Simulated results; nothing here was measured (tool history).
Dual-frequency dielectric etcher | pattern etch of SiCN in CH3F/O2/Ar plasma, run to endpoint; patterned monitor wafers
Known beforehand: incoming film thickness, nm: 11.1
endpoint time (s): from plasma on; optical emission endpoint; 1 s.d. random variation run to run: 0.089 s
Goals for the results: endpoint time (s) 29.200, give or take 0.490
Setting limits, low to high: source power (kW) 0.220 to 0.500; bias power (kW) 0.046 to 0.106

Run 1, hour 0.0: source power (kW) 0.360, bias power (kW) 0.076. Result: endpoint time (s) 33.568.
Run 2, hour 1.8: source power (kW) 0.380, bias power (kW) 0.077. Result: endpoint time (s) 32.698.
Run 3, hour 6.3: source power (kW) 0.400, bias power (kW) 0.078. Result: endpoint time (s) 32.249.
Run 4, hour 12.5: source power (kW) 0.420, bias power (kW) 0.080. Result: endpoint time (s) 31.302.
Run 5, hour 16.3: source power (kW) 0.420, bias power (kW) 0.067. Result: endpoint time (s) 33.667.
Run 6, hour 21.9: source power (kW) 0.440, bias power (kW) 0.070. Result: endpoint time (s) 32.525.
Run 7, hour 28.2: source power (kW) 0.450, bias power (kW) 0.072. Result: endpoint time (s) 32.058.
Run 8, hour 35.7: source power (kW) 0.460, bias power (kW) 0.074. Result: endpoint time (s) 31.515.
Run 9, hour 38.8: source power (kW) 0.470, bias power (kW) 0.076. Result: endpoint time (s) 30.980.

Pick the move, out of 4, that brings all results within their allowed miss; only one does.
Run A, hour 41.9: source power (kW) 0.490, bias power (kW) 0.078. Result: endpoint time (s) ?.
Run B, hour 41.9: source power (kW) 0.450, bias power (kW) 0.064. Result: endpoint time (s) ?.
Run C, hour 41.9: source power (kW) 0.460, bias power (kW) 0.071. Result: endpoint time (s) ?.
Run D, hour 41.9: source power (kW) 0.500, bias power (kW) 0.084. Result: endpoint time (s) ?.

move  endpoint time (s)
   A             30.351
   B             33.642
   C             32.108
   D             29.297
A: better than the last run, though not everything is in spec
B: moves away from the targets compared with the last run
C: moves away from the targets compared with the last run
D: each result inside its tolerance
D is the move that brings every result within its allowed miss.

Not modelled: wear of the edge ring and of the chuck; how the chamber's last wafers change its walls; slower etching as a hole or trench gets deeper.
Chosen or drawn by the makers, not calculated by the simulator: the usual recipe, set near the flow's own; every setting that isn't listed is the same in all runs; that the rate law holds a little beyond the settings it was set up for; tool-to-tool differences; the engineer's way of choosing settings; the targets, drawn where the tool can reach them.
